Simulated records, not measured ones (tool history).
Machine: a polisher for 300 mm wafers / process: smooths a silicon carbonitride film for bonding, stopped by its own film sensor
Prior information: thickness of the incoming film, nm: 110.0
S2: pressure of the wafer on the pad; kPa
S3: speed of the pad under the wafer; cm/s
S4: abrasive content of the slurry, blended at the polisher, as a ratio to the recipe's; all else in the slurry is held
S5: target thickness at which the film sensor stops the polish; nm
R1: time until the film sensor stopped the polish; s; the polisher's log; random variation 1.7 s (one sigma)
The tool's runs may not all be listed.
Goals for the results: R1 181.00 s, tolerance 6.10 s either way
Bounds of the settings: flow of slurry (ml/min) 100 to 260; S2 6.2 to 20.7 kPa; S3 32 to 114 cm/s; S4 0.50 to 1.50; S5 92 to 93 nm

{"run": 1, "hour": 0.0, "flow of slurry (ml/min)": 165, "S2": 13.1, "S3": 72, "S4": 1.0, "S5": 92, "R1": 115.96}
{"run": 2, "hour": 8.4, "flow of slurry (ml/min)": 160, "S2": 11.7, "S3": 72, "S4": 1.0, "S5": 92, "R1": 129.02}
{"run": 3, "hour": 12.8, "flow of slurry (ml/min)": 155, "S2": 11.0, "S3": 72, "S4": 1.0, "S5": 92, "R1": 136.18}
{"run": 4, "hour": 18.0, "flow of slurry (ml/min)": 155, "S2": 10.3, "S3": 72, "S4": 1.0, "S5": 92, "R1": 146.99}
{"run": 5, "hour": 26.0, "flow of slurry (ml/min)": 155, "S2": 12.4, "S3": 72, "S4": 1.0, "S5": 92, "R1": 124.8}
{"run": 6, "hour": 33.2, "flow of slurry (ml/min)": 130, "S2": 12.4, "S3": 72, "S4": 1.0, "S5": 92, "R1": 128.41}
{"run": 7, "hour": 36.0, "flow of slurry (ml/min)": 125, "S2": 11.7, "S3": 72, "S4": 1.0, "S5": 92, "R1": 132.06}
{"run": 8, "hour": 37.2, "flow of slurry (ml/min)": 125, "S2": 11.0, "S3": 72, "S4": 1.0, "S5": 92, "R1": 139.77}
{"run": 9, "hour": 38.8, "flow of slurry (ml/min)": 125, "S2": 11.0, "S3": 72, "S4": 1.0, "S5": 92, "R1": 141.77}
{"run": 10, "hour": 45.5, "flow of slurry (ml/min)": 120, "S2": 7.6, "S3": 72, "S4": 1.0, "S5": 92, "R1": 200.38}
{"run": 11, "hour": 51.5, "flow of slurry (ml/min)": 125, "S2": 7.6, "S3": 72, "S4": 1.0, "S5": 92, "R1": 198.5}
{"run": 12, "hour": 56.2, "flow of slurry (ml/min)": 130, "S2": 7.6, "S3": 72, "S4": 1.0, "S5": 92, "R1": 195.79}
{"run": 13, "hour": 63.1, "flow of slurry (ml/min)": 135, "S2": 7.6, "S3": 72, "S4": 1.0, "S5": 92, "R1": 197.98}

4 next moves are on the table. One of them brings every result within its allowed miss. Which?
{"run": "A", "hour": 70.0, "flow of slurry (ml/min)": 110, "S2": 11.0, "S3": 64, "S4": 0.9, "S5": 92, "R1": "?"}
{"run": "B", "hour": 70.0, "flow of slurry (ml/min)": 125, "S2": 9.7, "S3": 62, "S4": 1.05, "S5": 93, "R1": "?"}
{"run": "C", "hour": 70.0, "flow of slurry (ml/min)": 135, "S2": 9.7, "S3": 66, "S4": 0.95, "S5": 93, "R1": "?"}
{"run": "D", "hour": 70.0, "flow of slurry (ml/min)": 140, "S2": 7.6, "S3": 80, "S4": 0.9, "S5": 93, "R1": "?"}

move=A R1=169.37
move=B R1=167.60
move=C R1=164.94
move=D R1=179.54
A: pushes the last run's worst result past its target
B: pushes the last run's worst result past its target
C: pushes the last run's worst result past its target
D: all results in spec
Correct choice: D, which meets every target
